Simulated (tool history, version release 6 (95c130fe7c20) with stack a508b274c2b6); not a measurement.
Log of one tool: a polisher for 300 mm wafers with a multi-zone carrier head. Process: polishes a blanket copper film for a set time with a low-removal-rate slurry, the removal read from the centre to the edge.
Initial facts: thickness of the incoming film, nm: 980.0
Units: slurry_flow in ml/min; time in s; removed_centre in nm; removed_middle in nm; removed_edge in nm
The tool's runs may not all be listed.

Run 1, day 0.000: slurry_flow 285 ml/min, centre_zone 1.00, middle_zone 1.00, edge_zone 1.00, slurry_solids 1.00, time 57 s. Result: removed_centre 203.97 nm, removed_middle 198.95 nm, removed_edge 199.50 nm.
Run 2, day 0.304: slurry_flow 285 ml/min, centre_zone 1.00, middle_zone 1.00, edge_zone 0.92, slurry_solids 1.00, time 57 s. Result: removed_centre 204.42 nm, removed_middle 202.85 nm, removed_edge 196.96 nm.
Run 3, day 0.429: slurry_flow 280 ml/min, centre_zone 0.98, middle_zone 0.98, edge_zone 0.94, slurry_solids 1.10, time 59 s. Result: removed_centre 215.98 nm, removed_middle 209.11 nm, removed_edge 203.14 nm.
Run 4, day 0.775: slurry_flow 285 ml/min, centre_zone 0.97, middle_zone 0.97, edge_zone 0.98, slurry_solids 1.10, time 61 s. Result: removed_centre 221.71 nm, removed_middle 215.21 nm, removed_edge 224.06 nm.
Run 5, day 1.104: slurry_flow 285 ml/min, centre_zone 0.97, middle_zone 0.97, edge_zone 1.02, slurry_solids 1.10, time 61 s. Result: removed_centre 221.64 nm, removed_middle 213.50 nm, removed_edge 219.27 nm.
Run 6, day 1.396: slurry_flow 285 ml/min, centre_zone 0.89, middle_zone 0.97, edge_zone 1.02, slurry_solids 1.10, time 61 s. Result: removed_centre 204.57 nm, removed_middle 217.23 nm, removed_edge 217.15 nm.
Run 7, day 1.571: slurry_flow 290 ml/min, centre_zone 0.89, middle_zone 0.96, edge_zone 1.05, slurry_solids 1.15, time 62 s. Result: removed_centre 214.07 nm, removed_middle 223.04 nm, removed_edge 235.64 nm.

Predict the results of run 8:
Run 8, day 1.854: slurry_flow 300 ml/min, centre_zone 0.90, middle_zone 0.96, edge_zone 1.06, slurry_solids 1.15, time 62 s. Result: removed_centre ?, removed_middle ?, removed_edge ?.

removed_centre: 218.36 nm
removed_middle: 218.23 nm
removed_edge: 238.06 nm
